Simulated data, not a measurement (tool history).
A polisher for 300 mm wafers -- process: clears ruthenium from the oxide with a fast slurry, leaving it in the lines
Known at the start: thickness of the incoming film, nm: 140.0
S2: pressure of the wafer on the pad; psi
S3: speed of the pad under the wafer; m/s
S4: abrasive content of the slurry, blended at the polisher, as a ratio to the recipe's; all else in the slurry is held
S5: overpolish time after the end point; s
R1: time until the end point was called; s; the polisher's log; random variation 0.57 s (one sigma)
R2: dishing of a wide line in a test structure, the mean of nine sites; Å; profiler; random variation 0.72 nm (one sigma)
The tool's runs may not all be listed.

run 1 hour=0.0 | flow_of_slurry_(ml/min)=235 S2=2.0 S3=1.00 S4=1.0 S5=19 | R1=44.254 R2=445.97
run 2 hour=4.3 | flow_of_slurry_(ml/min)=235 S2=2.0 S3=1.00 S4=1.0 S5=20 | R1=43.232 R2=461.26
run 3 hour=13.2 | flow_of_slurry_(ml/min)=235 S2=2.0 S3=1.00 S4=1.0 S5=21 | R1=44.205 R2=482.30
run 4 hour=21.5 | flow_of_slurry_(ml/min)=235 S2=1.8 S3=1.00 S4=1.0 S5=21 | R1=47.170 R2=428.93
run 5 hour=25.8 | flow_of_slurry_(ml/min)=235 S2=2.1 S3=1.00 S4=1.0 S5=21 | R1=41.695 R2=505.03
run 6 hour=34.1 | flow_of_slurry_(ml/min)=235 S2=2.1 S3=1.00 S4=1.0 S5=22 | R1=41.440 R2=517.38

What will run 7 give?
run 7 hour=36.9 | flow_of_slurry_(ml/min)=235 S2=2.1 S3=1.00 S4=1.0 S5=23 | R1=? R2=?

For run 7 the tool returned R1 42.556 s, R2 538.09 Å.

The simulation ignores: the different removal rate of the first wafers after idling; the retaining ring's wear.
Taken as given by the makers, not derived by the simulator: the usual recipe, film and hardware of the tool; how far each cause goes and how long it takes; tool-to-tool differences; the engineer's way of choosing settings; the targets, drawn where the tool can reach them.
